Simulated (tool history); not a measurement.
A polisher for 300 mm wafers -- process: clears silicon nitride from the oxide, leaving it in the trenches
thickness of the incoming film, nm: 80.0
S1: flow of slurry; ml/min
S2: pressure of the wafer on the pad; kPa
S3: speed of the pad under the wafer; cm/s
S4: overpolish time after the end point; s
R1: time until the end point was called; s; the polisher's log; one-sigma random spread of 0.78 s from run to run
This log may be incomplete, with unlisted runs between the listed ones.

{"run": 1, "hour": 0.0, "S1": 195, "S2": 14.5, "S3": 116, "S4": 4, "R1": 95.751}
{"run": 2, "hour": 5.6, "S1": 195, "S2": 15.2, "S3": 116, "S4": 4, "R1": 90.73}
{"run": 3, "hour": 8.6, "S1": 195, "S2": 18.6, "S3": 116, "S4": 4, "R1": 74.123}
{"run": 4, "hour": 10.9, "S1": 170, "S2": 18.6, "S3": 116, "S4": 4, "R1": 74.956}
{"run": 5, "hour": 18.7, "S1": 195, "S2": 18.6, "S3": 116, "S4": 4, "R1": 74.833}
{"run": 6, "hour": 22.0, "S1": 195, "S2": 17.2, "S3": 116, "S4": 4, "R1": 81.263}
{"run": 7, "hour": 25.0, "S1": 195, "S2": 17.9, "S3": 116, "S4": 4, "R1": 76.373}

Forecast run 8:
{"run": 8, "hour": 31.7, "S1": 195, "S2": 17.9, "S3": 116, "S4": 4, "R1": "?"}

Run 8 measured R1 78.154 s.

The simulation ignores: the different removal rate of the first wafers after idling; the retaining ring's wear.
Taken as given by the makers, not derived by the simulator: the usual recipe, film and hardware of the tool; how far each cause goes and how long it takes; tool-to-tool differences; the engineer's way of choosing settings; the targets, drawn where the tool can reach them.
